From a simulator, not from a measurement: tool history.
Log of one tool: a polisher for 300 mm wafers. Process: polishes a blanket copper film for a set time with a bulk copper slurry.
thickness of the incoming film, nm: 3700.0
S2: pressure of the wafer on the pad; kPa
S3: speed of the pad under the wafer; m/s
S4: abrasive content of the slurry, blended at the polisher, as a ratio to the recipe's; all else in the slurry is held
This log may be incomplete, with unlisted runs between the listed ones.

run 1 hour=0.0 | flow_of_slurry_(ml/min)=240 S2=14.5 S3=1.08 S4=1.0 polishing_time_(s)=98 | film_removed_(angstrom)=8673.9
run 2 hour=7.4 | flow_of_slurry_(ml/min)=240 S2=14.5 S3=1.08 S4=1.0 polishing_time_(s)=103 | film_removed_(angstrom)=9141.2
run 3 hour=9.9 | flow_of_slurry_(ml/min)=285 S2=14.5 S3=1.08 S4=1.0 polishing_time_(s)=103 | film_removed_(angstrom)=9354.8
run 4 hour=15.0 | flow_of_slurry_(ml/min)=285 S2=14.5 S3=1.08 S4=1.0 polishing_time_(s)=103 | film_removed_(angstrom)=9529.9
run 5 hour=18.7 | flow_of_slurry_(ml/min)=290 S2=15.2 S3=1.08 S4=1.0 polishing_time_(s)=103 | film_removed_(angstrom)=9694.9
run 6 hour=21.3 | flow_of_slurry_(ml/min)=290 S2=15.2 S3=1.08 S4=0.9 polishing_time_(s)=103 | film_removed_(angstrom)=9574.0
run 7 hour=25.3 | flow_of_slurry_(ml/min)=290 S2=15.9 S3=1.08 S4=0.9 polishing_time_(s)=103 | film_removed_(angstrom)=10098.0

Estimate the outcome of run 8 from the log above:
run 8 hour=29.8 | flow_of_slurry_(ml/min)=290 S2=16.5 S3=1.08 S4=0.9 polishing_time_(s)=103 | film_removed_(angstrom)=?

film removed (angstrom): 10615.0

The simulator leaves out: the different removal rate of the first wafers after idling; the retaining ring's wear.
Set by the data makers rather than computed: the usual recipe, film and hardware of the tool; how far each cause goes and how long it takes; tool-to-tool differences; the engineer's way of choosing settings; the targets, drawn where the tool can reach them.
